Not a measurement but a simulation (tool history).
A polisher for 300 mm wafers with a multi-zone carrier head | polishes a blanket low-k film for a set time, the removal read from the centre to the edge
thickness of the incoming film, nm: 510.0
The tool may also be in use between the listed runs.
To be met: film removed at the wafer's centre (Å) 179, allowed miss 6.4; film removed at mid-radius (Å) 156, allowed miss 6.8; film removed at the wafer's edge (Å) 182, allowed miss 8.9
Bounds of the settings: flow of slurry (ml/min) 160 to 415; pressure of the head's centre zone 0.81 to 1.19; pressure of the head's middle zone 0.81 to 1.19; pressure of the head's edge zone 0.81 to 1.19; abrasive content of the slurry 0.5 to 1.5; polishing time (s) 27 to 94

run,hour,flow of slurry (ml/min),pressure of the head's centre zone,pressure of the head's middle zone,pressure of the head's edge zone,abrasive content of the slurry,polishing time (s),film removed at the wafer's centre (Å),film removed at mid-radius (Å),film removed at the wafer's edge (Å)
1,0,265,1,1,1,1,60,210.28,202.26,207.84
2,6,265,1,1.04,1,1,60,212.8,208.65,209.83
3,7.9,260,1,0.99,1,0.95,60,204.03,203.57,201.34
4,11.6,285,1.02,0.97,1.05,0.95,56,201.1,188.54,197.13
5,18.4,285,1.02,0.93,1.08,0.9,55,186.35,175.82,187.67
6,22.2,285,1.02,0.93,1.08,0.9,68,232.92,214.73,239.6
7,24.5,285,1.03,0.9,1.1,0.8,66,224.39,191.04,220.29
8,27.9,275,1,0.88,1.08,0.75,66,213.81,184.44,217
9,34,275,0.99,0.88,1.07,0.7,65,201.96,177,207.8

5 next moves are on the table. One of them brings every result within its allowed miss. Which?
A,40.1,300,1.01,0.89,1.08,0.85,65,?,?,?
B,40.1,280,0.93,0.81,1.19,0.5,61,?,?,?
C,40.1,255,1,0.86,1.07,0.65,58,?,?,?
D,40.1,340,1.06,1.12,0.94,0.8,55,?,?,?
E,40.1,310,0.88,0.84,1.11,0.7,67,?,?,?

move,film removed at the wafer's centre (Å),film removed at mid-radius (Å),film removed at the wafer's edge (Å)
A,218.31,196.62,224.71
B,161.67,146.68,187.25
C,175.94,155.87,183.38
D,192.98,200.42,180.08
E,185.76,183.43,221.62
A: further off than the last run
B: takes the result that was furthest off past its target
C: meets every target
D: further off than the last run
E: further off than the last run
Move C is the one to make.
